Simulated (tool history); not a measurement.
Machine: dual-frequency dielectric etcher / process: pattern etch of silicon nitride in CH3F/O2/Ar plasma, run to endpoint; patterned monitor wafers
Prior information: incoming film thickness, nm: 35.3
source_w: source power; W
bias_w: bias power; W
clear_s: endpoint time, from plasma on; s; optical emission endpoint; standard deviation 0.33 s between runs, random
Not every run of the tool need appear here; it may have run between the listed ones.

Run 1, day 0: source_w 460 W, bias_w 79 W. Result: clear_s 47.567 s.
Run 2, day 0.067: source_w 460 W, bias_w 72 W. Result: clear_s 48.651 s.
Run 3, day 0.283: source_w 390 W, bias_w 72 W. Result: clear_s 51.2 s.
Run 4, day 0.371: source_w 360 W, bias_w 72 W. Result: clear_s 52.725 s.
Run 5, day 0.612: source_w 360 W, bias_w 64 W. Result: clear_s 53.694 s.
Run 6, day 0.921: source_w 390 W, bias_w 67 W. Result: clear_s 52.355 s.
Run 7, day 0.958: source_w 420 W, bias_w 70 W. Result: clear_s 50.612 s.
Run 8, day 1.117: source_w 440 W, bias_w 72 W. Result: clear_s 49.585 s.
Run 9, day 1.417: source_w 460 W, bias_w 74 W. Result: clear_s 47.341 s.

What will run 10 give?
Run 10, day 1.638: source_w 470 W, bias_w 75 W. Result: clear_s ?.

clear_s: 48.476 s

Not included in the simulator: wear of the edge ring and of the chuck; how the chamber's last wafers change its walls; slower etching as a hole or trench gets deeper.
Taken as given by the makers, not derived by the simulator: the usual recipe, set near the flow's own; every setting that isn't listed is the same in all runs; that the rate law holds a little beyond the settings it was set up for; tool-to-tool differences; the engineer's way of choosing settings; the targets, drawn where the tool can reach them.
